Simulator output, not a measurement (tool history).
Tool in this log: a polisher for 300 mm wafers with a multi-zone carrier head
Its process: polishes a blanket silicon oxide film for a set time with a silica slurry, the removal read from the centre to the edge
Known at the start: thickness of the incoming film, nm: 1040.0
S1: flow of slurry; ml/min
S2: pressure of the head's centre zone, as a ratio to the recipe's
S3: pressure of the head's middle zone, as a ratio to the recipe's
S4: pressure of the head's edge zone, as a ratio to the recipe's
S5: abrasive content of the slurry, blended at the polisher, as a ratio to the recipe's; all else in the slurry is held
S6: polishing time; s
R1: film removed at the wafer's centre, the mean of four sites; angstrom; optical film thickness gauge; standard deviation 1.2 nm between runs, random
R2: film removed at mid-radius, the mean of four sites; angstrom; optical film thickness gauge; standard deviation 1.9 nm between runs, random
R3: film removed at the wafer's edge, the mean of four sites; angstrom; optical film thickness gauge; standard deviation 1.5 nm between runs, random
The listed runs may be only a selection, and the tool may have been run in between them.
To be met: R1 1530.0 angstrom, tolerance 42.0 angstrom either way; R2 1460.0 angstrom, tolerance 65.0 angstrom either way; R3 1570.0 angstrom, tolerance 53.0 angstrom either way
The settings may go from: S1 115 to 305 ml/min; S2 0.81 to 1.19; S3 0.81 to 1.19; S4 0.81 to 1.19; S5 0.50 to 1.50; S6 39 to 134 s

run	day	S1	S2	S3	S4	S5	S6	R1	R2	R3
1	0.000	195	1.00	1.00	1.00	1.00	86	2108.0	1845.3	1831.8
2	0.375	195	1.00	0.97	1.00	1.00	86	2138.6	1807.8	1835.7
3	0.562	195	1.00	0.97	1.07	1.00	86	2099.1	1791.5	1888.8
4	0.808	185	0.97	0.96	1.05	0.95	86	2016.7	1770.1	1820.7
# day 1.083: centre zone pressure recalibrated
5	1.083	180	0.94	0.94	1.07	0.90	86	1692.3	1720.2	1838.1
6	1.225	180	0.94	0.92	1.04	0.85	85	1682.7	1665.5	1753.1
7	1.562	175	0.94	0.90	1.03	0.80	84	1618.4	1562.7	1718.7
8	1.829	170	0.94	0.90	1.02	0.80	84	1614.0	1554.5	1674.6
9	1.900	165	0.94	0.90	1.01	0.80	84	1597.5	1524.8	1675.4
10	1.971	160	0.94	0.91	1.00	0.80	84	1591.6	1563.1	1688.4
11	2.158	160	0.94	0.91	0.99	0.80	84	1589.1	1562.4	1668.5
12	2.183	160	0.94	0.91	0.98	0.80	84	1600.2	1580.3	1654.8
13	2.388	155	0.94	0.90	0.97	0.80	84	1593.8	1518.4	1638.7
14	2.658	150	0.94	0.90	0.96	0.80	84	1588.2	1477.6	1624.1
15	2.717	150	0.94	0.90	0.96	0.80	84	1581.4	1538.5	1600.8

Exercise: of the 4 proposed moves below, exactly one satisfies all targets within the stated allowed misses. Which move is it?
A	2.775	150	0.97	0.92	1.02	0.60	85	?	?	?
B	2.775	180	0.87	0.96	1.11	1.00	75	?	?	?
C	2.775	160	0.93	0.88	0.96	0.80	88	?	?	?
D	2.775	135	0.86	1.00	0.83	0.90	80	?	?	?

move	R1	R2	R3
A	1535.8	1462.9	1553.8
B	1428.4	1570.0	1668.2
C	1659.6	1589.3	1698.3
D	1412.5	1631.9	1470.6
A: in spec on every target
B: takes the result that was furthest off past its target
C: misses by more than the last run did
D: takes the result that was furthest off past its target
Go with A: it meets all targets.
